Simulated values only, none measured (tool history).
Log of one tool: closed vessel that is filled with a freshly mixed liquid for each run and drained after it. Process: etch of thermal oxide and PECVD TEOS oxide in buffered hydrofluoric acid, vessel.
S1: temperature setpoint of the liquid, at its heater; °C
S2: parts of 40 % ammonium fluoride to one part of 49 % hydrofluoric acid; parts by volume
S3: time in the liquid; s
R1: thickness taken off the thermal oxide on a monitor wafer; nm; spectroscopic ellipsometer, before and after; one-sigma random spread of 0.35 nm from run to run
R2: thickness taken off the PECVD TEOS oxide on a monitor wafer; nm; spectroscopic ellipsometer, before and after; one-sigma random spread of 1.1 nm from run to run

run,hour,S1,S2,S3,R1,R2
1,0.0,22.0,17.0,60,35.503,64.794
2,0.9,22.0,17.0,45,26.911,48.166
3,9.2,23.0,16.0,45,29.587,54.095
4,17.4,23.5,14.5,45,33.747,61.613
5,23.4,23.5,11.0,45,44.365,80.730
6,31.8,21.5,11.0,45,40.011,72.441
7,35.0,22.5,10.5,45,43.824,79.598
8,35.9,23.5,10.5,45,46.868,83.471
9,43.8,24.0,10.5,45,47.779,85.445
10,51.0,24.5,10.5,45,49.030,89.437
11,52.6,25.0,10.5,45,50.428,91.682
12,61.1,25.5,10.5,45,51.556,93.705
13,65.8,26.0,10.5,45,52.871,96.393

For run 14, what comes out?
14,68.8,26.5,10.5,45,?,?

R1: 54.342 nm
R2: 98.752 nm

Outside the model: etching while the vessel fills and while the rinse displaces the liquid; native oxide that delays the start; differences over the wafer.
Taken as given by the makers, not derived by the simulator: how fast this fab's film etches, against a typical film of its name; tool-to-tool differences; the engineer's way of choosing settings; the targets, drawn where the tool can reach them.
